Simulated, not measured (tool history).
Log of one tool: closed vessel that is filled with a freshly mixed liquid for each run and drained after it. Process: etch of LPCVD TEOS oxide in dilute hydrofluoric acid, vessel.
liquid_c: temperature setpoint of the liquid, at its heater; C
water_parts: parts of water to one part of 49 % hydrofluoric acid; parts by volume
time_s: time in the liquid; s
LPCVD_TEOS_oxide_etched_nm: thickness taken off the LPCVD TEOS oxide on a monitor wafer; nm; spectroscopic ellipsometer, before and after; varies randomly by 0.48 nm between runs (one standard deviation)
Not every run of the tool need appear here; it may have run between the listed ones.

run,hour,liquid_c,water_parts,time_s,LPCVD_TEOS_oxide_etched_nm
1,0,24,95,90,30.18
2,7.2,22.5,95,90,28.191
3,9.5,22.5,95,90,28.38
4,17.7,24.5,80,90,37.098
5,20.9,26,70,90,45.804
6,28.3,28,70,90,49.401
7,32.6,29,60,90,61.167
8,41.7,29.5,55,90,68.983
9,47.3,30,50,90,77.394
10,54.8,30.5,50,90,79.317
11,56.8,31,50,90,81.249
12,60.7,31.5,45,90,92.28
13,67.4,32,45,90,94.21
# hour 76.7: hydrofluoric acid flow meter replaced
14,76.7,32,40,90,121.37
15,80.6,31,40,90,117.08
16,88.7,31,45,90,104.26
17,94.5,30.5,45,90,100.73
18,95.5,31,45,90,102.86
19,97.4,31,45,90,104.47
20,98.3,30.5,45,90,101.62

For run 21, what comes out?
21,101.1,31,45,90,?

{"run 21": {"LPCVD_TEOS_oxide_etched_nm": 103.7}}

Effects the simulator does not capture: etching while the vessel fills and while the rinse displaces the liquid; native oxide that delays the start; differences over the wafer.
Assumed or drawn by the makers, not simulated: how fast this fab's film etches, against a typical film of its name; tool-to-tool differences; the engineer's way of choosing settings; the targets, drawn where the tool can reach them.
